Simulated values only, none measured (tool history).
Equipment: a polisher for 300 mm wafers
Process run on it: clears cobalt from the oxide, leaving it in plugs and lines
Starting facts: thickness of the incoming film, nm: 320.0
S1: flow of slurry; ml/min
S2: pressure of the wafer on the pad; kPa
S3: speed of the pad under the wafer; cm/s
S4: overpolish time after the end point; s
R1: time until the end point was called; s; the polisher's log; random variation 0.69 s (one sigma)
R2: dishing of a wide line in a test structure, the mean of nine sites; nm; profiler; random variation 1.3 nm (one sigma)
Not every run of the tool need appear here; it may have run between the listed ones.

run  hour   S1    S2   S3  S4      R1      R2
  1     0  140  13.1  102  24  62.609  49.327
  2   1.5  140  13.1  102  14  61.145  40.233
  3   6.7  140  13.1   90  14  70.535  37.086
  4    11  165  13.1   90  14  68.081  38.585
  5  15.8  165   9.7   90  14   91.13  32.042
  6    23  165  10.3   90  16  83.614  36.664
  7    24  165    11   90  17  81.202  38.906
  8  28.7  165  11.7   90  18  74.847  42.204
  9    34  170  12.4   90  18  71.445  42.634
 10  36.9  170  13.1   90  18  67.148  43.283

Forecast run 11:
 11  45.7  170  13.8  90  19   ?   ?

{"run 11": {"R1": 64.4, "R2": 46.604}}
